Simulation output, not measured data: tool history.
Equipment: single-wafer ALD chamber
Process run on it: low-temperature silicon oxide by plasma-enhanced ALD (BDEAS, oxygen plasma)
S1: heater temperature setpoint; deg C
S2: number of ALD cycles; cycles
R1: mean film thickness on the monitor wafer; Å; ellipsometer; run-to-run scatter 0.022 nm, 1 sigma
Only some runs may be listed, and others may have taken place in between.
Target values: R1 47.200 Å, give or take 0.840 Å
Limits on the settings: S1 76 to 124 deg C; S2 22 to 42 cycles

run 1 hour=0.0 | S1=100 S2=32 | R1=42.586
run 2 hour=4.1 | S1=100 S2=27 | R1=35.669
run 3 hour=11.5 | S1=106 S2=27 | R1=35.779
run 4 hour=18.4 | S1=106 S2=23 | R1=30.405
run 5 hour=20.8 | S1=112 S2=23 | R1=30.128
run 6 hour=25.4 | S1=112 S2=22 | R1=28.517
run 7 hour=30.7 | S1=109 S2=24 | R1=31.544
run 8 hour=32.8 | S1=108 S2=26 | R1=34.064
run 9 hour=40.7 | S1=108 S2=28 | R1=36.790

4 next moves are on the table. One of them brings every result within its allowed miss. Which?
run A hour=48.6 | S1=111 S2=36 | R1=?
run B hour=48.6 | S1=104 S2=32 | R1=?
run C hour=48.6 | S1=104 S2=42 | R1=?
run D hour=48.6 | S1=109 S2=33 | R1=?

move=A R1=47.293
move=B R1=42.581
move=C R1=55.888
move=D R1=43.512
A: every result within its allowed miss
B: closes in on the targets versus the last run, not all within tolerance yet
C: takes the biggest miss from the last run beyond its target
D: closes in on the targets versus the last run, not all within tolerance yet
The move that meets every target is A.
